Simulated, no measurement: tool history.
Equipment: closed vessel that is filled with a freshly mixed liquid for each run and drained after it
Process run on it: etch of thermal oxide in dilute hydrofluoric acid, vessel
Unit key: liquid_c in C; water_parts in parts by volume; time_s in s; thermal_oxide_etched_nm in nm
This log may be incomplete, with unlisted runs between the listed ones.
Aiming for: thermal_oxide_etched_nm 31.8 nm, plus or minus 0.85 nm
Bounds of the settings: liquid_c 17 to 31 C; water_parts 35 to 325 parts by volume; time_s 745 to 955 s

| run | hour | liquid_c | water_parts | time_s | thermal_oxide_etched_nm |
|---|---|---|---|---|---|
| 1 | 0 | 23 | 180 | 955 | 20.847 |
| 2 | 0.9 | 24.5 | 180 | 955 | 22.049 |
| 3 | 6.1 | 24.5 | 230 | 955 | 16.391 |
| 4 | 7 | 24.5 | 290 | 955 | 12.005 |
| 5 | 13.4 | 26.5 | 250 | 955 | 15.712 |
| 6 | 14.1 | 28 | 220 | 955 | 19.498 |
| 7 | 17.8 | 29 | 200 | 955 | 22.644 |
| 8 | 19.4 | 29 | 200 | 955 | 22.81 |
| 9 | 25.6 | 29.5 | 185 | 955 | 25.506 |
| 10 | 30.7 | 30 | 175 | 955 | 28.052 |
| 11 | 32.6 | 30 | 175 | 955 | 27.911 |

4 next moves are on the table. One of them brings every result within its allowed miss. Which?
| A | 34.5 | 28.5 | 150 | 955 | ? |
| B | 34.5 | 31 | 195 | 925 | ? |
| C | 34.5 | 31 | 195 | 950 | ? |
| D | 34.5 | 30 | 150 | 955 | ? |

| move | thermal_oxide_etched_nm |
|---|---|
| A | 31.845 |
| B | 24.489 |
| C | 25.151 |
| D | 33.623 |
A: each result inside its tolerance
B: further off than the last run
C: further off than the last run
D: the result that was furthest off in the last run now lies on the other side of its target
Answer: A
